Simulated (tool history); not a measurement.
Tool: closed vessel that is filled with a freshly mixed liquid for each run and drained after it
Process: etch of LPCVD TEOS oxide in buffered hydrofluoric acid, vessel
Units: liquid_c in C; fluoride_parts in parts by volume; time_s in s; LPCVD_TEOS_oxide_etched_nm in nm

{"run": 1, "hour": 0.0, "liquid_c": 22, "fluoride_parts": 9, "time_s": 90, "LPCVD_TEOS_oxide_etched_nm": 232.1}
{"run": 2, "hour": 3.4, "liquid_c": 21.5, "fluoride_parts": 9, "time_s": 90, "LPCVD_TEOS_oxide_etched_nm": 229.58}
{"run": 3, "hour": 9.4, "liquid_c": 21.5, "fluoride_parts": 9, "time_s": 95, "LPCVD_TEOS_oxide_etched_nm": 240.51}
{"run": 4, "hour": 11.8, "liquid_c": 21, "fluoride_parts": 9, "time_s": 95, "LPCVD_TEOS_oxide_etched_nm": 233.67}
{"run": 5, "hour": 18.6, "liquid_c": 23.5, "fluoride_parts": 9, "time_s": 95, "LPCVD_TEOS_oxide_etched_nm": 268.04}
{"run": 6, "hour": 24.7, "liquid_c": 23.5, "fluoride_parts": 10, "time_s": 95, "LPCVD_TEOS_oxide_etched_nm": 249.86}

Forecast run 7:
{"run": 7, "hour": 25.9, "liquid_c": 22.5, "fluoride_parts": 10, "time_s": 95, "LPCVD_TEOS_oxide_etched_nm": "?"}

Run 7 gave LPCVD_TEOS_oxide_etched_nm 234.36 nm.

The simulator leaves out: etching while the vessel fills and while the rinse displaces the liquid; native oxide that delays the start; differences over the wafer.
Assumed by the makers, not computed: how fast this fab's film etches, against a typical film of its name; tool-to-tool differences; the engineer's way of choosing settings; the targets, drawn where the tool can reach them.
